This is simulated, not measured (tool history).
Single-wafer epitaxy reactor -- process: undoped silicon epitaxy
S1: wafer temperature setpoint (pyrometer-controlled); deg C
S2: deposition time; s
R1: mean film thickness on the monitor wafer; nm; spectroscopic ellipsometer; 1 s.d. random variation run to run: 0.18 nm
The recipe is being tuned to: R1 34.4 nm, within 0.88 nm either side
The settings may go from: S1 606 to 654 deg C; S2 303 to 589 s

run    day   S1   S2      R1
  1      0  630  446  47.501
  2  0.154  635  446   52.62
  3  0.396  632  445  49.688
  4  0.712  629  444  46.025
  5  0.771  637  444   54.59
  6  0.954  637  414  50.758
  7  1.162  634  413  47.579
  8  1.367  631  412  44.803

Exactly one of the 4 candidate moves below puts every result within its allowed miss. Which one?
  A  1.571  628  332   ?
  B  1.571  619  379   ?
  C  1.571  640  486   ?
  D  1.571  644  434   ?

move      R1
   A  33.887
   B  32.228
   C  62.968
   D   60.81
A: meets every target
B: the result that was furthest off in the last run now lies on the other side of its target
C: lands further from the targets than the last run did
D: lands further from the targets than the last run did
Move A is the one to make.

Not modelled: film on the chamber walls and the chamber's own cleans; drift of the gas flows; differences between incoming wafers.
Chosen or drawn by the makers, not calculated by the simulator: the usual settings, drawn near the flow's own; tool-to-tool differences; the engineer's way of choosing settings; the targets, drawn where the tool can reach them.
